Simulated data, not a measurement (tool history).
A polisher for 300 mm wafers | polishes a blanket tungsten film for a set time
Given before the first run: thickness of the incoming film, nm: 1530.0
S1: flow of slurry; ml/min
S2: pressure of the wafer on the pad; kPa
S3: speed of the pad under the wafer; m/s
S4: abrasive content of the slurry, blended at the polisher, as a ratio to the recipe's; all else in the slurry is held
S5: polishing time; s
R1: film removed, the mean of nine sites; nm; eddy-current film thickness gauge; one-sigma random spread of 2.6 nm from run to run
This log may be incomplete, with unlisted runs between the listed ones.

run,hour,S1,S2,S3,S4,S5,R1
1,0.0,190,20.7,1.20,1.0,47,184.36
2,4.6,190,16.5,1.20,1.0,47,152.85
3,11.4,195,19.3,1.20,1.0,47,175.35
4,16.0,155,19.3,1.20,1.0,47,169.75
5,19.0,160,22.1,1.20,1.0,47,189.27
6,23.9,170,24.1,1.20,1.0,47,205.79
7,29.9,175,25.5,1.22,1.0,47,222.37
8,38.8,180,26.9,1.24,1.0,47,239.80
9,46.2,190,31.7,1.26,1.0,47,285.03

Expected results for the next run?
10,49.5,190,31.7,1.28,1.0,47,?

Run 10 came out at R1 286.48 nm.

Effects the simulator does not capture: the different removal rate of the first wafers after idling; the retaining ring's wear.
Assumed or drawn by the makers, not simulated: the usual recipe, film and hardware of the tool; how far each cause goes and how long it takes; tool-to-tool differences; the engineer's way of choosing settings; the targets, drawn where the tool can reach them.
